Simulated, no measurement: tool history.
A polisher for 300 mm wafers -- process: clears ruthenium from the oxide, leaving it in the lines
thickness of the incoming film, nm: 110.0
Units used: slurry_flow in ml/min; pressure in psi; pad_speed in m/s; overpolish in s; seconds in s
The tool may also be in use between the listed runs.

run 1 hour=0.0 | slurry_flow=185 pressure=2.2 pad_speed=1.02 overpolish=33 | seconds=76.572
run 2 hour=5.4 | slurry_flow=145 pressure=2.2 pad_speed=1.02 overpolish=33 | seconds=78.632
run 3 hour=7.5 | slurry_flow=145 pressure=2.1 pad_speed=1.02 overpolish=33 | seconds=82.293
run 4 hour=14.3 | slurry_flow=145 pressure=2.0 pad_speed=1.02 overpolish=33 | seconds=87.048
run 5 hour=22.3 | slurry_flow=145 pressure=2.0 pad_speed=1.02 overpolish=33 | seconds=86.665
run 6 hour=27.8 | slurry_flow=145 pressure=1.9 pad_speed=1.02 overpolish=33 | seconds=89.922
run 7 hour=33.5 | slurry_flow=135 pressure=1.3 pad_speed=0.98 overpolish=33 | seconds=132.550

Run 8 has not been measured yet. What should we expect?
run 8 hour=42.3 | slurry_flow=130 pressure=1.2 pad_speed=0.98 overpolish=33 | seconds=?

{"run 8": {"seconds": 143.8}}
